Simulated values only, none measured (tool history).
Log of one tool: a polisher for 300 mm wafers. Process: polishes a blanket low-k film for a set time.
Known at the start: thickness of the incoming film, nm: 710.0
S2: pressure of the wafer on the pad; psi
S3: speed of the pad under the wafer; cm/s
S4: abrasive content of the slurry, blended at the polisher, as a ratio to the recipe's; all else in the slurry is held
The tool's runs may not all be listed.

Run 1, hour 0: flow of slurry (ml/min) 295, S2 1.4 psi, S3 102 cm/s, S4 1, polishing time (s) 60. Result: film removed (Å) 221.37.
Run 2, hour 9: flow of slurry (ml/min) 295, S2 1.6 psi, S3 102 cm/s, S4 1, polishing time (s) 60. Result: film removed (Å) 243.37.
Run 3, hour 10: flow of slurry (ml/min) 295, S2 1.3 psi, S3 102 cm/s, S4 1, polishing time (s) 60. Result: film removed (Å) 198.44.
Run 4, hour 12.6: flow of slurry (ml/min) 295, S2 1.2 psi, S3 102 cm/s, S4 1, polishing time (s) 60. Result: film removed (Å) 188.56.
Run 5, hour 18.8: flow of slurry (ml/min) 295, S2 1.2 psi, S3 80 cm/s, S4 1, polishing time (s) 60. Result: film removed (Å) 155.33.
Run 6, hour 25.7: flow of slurry (ml/min) 235, S2 1.2 psi, S3 80 cm/s, S4 1, polishing time (s) 60. Result: film removed (Å) 147.99.
Run 7, hour 34.4: flow of slurry (ml/min) 235, S2 1.2 psi, S3 80 cm/s, S4 1, polishing time (s) 60. Result: film removed (Å) 149.18.
Run 8, hour 36.5: flow of slurry (ml/min) 230, S2 1.2 psi, S3 80 cm/s, S4 1, polishing time (s) 60. Result: film removed (Å) 148.28.

The next listed run, before its measurement:
Run 9, hour 42.1: flow of slurry (ml/min) 225, S2 1.2 psi, S3 80 cm/s, S4 1, polishing time (s) 60. Result: film removed (Å) ?.

{"run 9": {"film removed (Å)": 149.93}}
